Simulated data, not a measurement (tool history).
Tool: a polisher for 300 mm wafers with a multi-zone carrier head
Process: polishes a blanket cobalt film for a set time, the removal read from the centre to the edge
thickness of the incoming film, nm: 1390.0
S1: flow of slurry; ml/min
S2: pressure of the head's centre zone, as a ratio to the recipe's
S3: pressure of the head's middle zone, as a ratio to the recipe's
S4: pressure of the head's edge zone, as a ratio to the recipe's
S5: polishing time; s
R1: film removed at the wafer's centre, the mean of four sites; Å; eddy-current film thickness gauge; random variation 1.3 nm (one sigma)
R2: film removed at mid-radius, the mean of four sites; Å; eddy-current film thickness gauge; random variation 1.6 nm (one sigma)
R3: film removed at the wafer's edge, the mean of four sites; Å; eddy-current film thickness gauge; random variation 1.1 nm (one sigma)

{"run": 1, "day": 0.0, "S1": 230, "S2": 1, "S3": 1, "S4": 1, "S5": 56, "R1": 2293.8, "R2": 2336.8, "R3": 2294.1}
{"run": 2, "day": 0.279, "S1": 265, "S2": 1, "S3": 1, "S4": 1, "S5": 56, "R1": 2289.2, "R2": 2339.2, "R3": 2284.2}
{"run": 3, "day": 0.542, "S1": 260, "S2": 1.02, "S3": 0.96, "S4": 1.01, "S5": 50, "R1": 2085.7, "R2": 1954.7, "R3": 2074.2}
{"run": 4, "day": 0.75, "S1": 260, "S2": 1.03, "S3": 0.94, "S4": 0.99, "S5": 46, "R1": 2002.6, "R2": 1808.9, "R3": 1878.7}
{"run": 5, "day": 0.825, "S1": 215, "S2": 1.03, "S3": 0.94, "S4": 0.99, "S5": 46, "R1": 1916.5, "R2": 1796.5, "R3": 1836.8}
{"run": 6, "day": 1.183, "S1": 235, "S2": 1.03, "S3": 0.92, "S4": 0.99, "S5": 43, "R1": 1815.6, "R2": 1674.5, "R3": 1753}
{"run": 7, "day": 1.558, "S1": 250, "S2": 1.04, "S3": 0.9, "S4": 1, "S5": 40, "R1": 1725.1, "R2": 1511.8, "R3": 1648.2}
{"run": 8, "day": 1.788, "S1": 255, "S2": 1.05, "S3": 0.88, "S4": 1, "S5": 38, "R1": 1658.9, "R2": 1407.6, "R3": 1563.7}
{"run": 9, "day": 2.092, "S1": 260, "S2": 1.05, "S3": 0.87, "S4": 1, "S5": 37, "R1": 1610.1, "R2": 1342.7, "R3": 1507.6}
{"run": 10, "day": 2.358, "S1": 265, "S2": 1.05, "S3": 0.86, "S4": 1, "S5": 36, "R1": 1537.8, "R2": 1277.8, "R3": 1482.7}
{"run": 11, "day": 2.404, "S1": 270, "S2": 1.05, "S3": 0.85, "S4": 0.99, "S5": 36, "R1": 1588.6, "R2": 1341.8, "R3": 1480.8}
{"run": 12, "day": 2.529, "S1": 270, "S2": 1.06, "S3": 0.84, "S4": 1, "S5": 35, "R1": 1533.7, "R2": 1247.7, "R3": 1451.3}
{"run": 13, "day": 2.6, "S1": 270, "S2": 1.06, "S3": 0.83, "S4": 1, "S5": 35, "R1": 1555.7, "R2": 1250.1, "R3": 1447.1}

Forecast run 14:
{"run": 14, "day": 2.642, "S1": 270, "S2": 1.06, "S3": 0.83, "S4": 1.01, "S5": 34, "R1": "?", "R2": "?", "R3": "?"}

{"run 14": {"R1": 1500, "R2": 1208.4, "R3": 1409.8}}
